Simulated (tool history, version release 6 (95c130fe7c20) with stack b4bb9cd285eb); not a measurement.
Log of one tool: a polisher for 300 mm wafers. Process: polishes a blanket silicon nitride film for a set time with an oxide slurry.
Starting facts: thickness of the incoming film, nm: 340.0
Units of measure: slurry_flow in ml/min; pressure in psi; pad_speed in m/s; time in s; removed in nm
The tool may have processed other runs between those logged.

run	hour	slurry_flow	pressure	pad_speed	slurry_solids	time	removed
1	0	235	2.5	1.34	1	23	12.871
2	5.2	235	2.4	1.34	1	23	12.317
3	11.1	235	2.3	1.34	1	23	12.105
4	18.3	235	2.3	1.34	1	21	10.901
5	23.4	235	2.3	1.34	1	21	11.152
6	29	235	2.6	1.34	1	21	12.195
7	35.5	235	2.5	1.34	1	21	11.692
8	40.2	235	2.4	1.34	1	21	11.295

Forecast run 9:
9	41.5	230	2.2	1.34	1	21	?

removed: 10.288 nm
